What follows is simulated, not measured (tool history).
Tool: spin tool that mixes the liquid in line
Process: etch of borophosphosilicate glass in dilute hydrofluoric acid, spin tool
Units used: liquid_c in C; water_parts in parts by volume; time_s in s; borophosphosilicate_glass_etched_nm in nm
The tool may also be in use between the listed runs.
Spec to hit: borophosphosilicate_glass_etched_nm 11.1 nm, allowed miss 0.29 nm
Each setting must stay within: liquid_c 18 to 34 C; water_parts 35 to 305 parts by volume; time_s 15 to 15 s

run    day  liquid_c  water_parts  time_s  borophosphosilicate_glass_etched_nm
  1      0        26          170      15                               7.3638
  2  0.179      28.5          165      15                               8.2901
  3  0.458      28.5          200      15                               6.5897
  4  0.767        30          185      15                               7.6924
  5  1.129      31.5          175      15                               8.6586
  6  1.342      31.5          175      15                               8.6247
  7  1.412      32.5          165      15                               9.6829
  8  1.546        33          160      15                               10.235
  9  1.888      33.5          160      15                               10.333
 10  1.996      33.5          155      15                               10.606

Next run, 4 choices. One meets every target within its allowed miss, the rest don't. Which?
  A  2.104        34          160      15                                    ?
  B  2.104        33          155      15                                    ?
  C  2.104      29.5          145      15                                    ?
  D  2.104      32.5          145      15                                    ?

move  borophosphosilicate_glass_etched_nm
   A                               10.429
   B                               10.475
   C                               10.023
   D                               11.157
A: its largest miss is bigger than the last run's
B: its largest miss is bigger than the last run's
C: its largest miss is bigger than the last run's
D: in spec on every target
Go with D: it meets all targets.
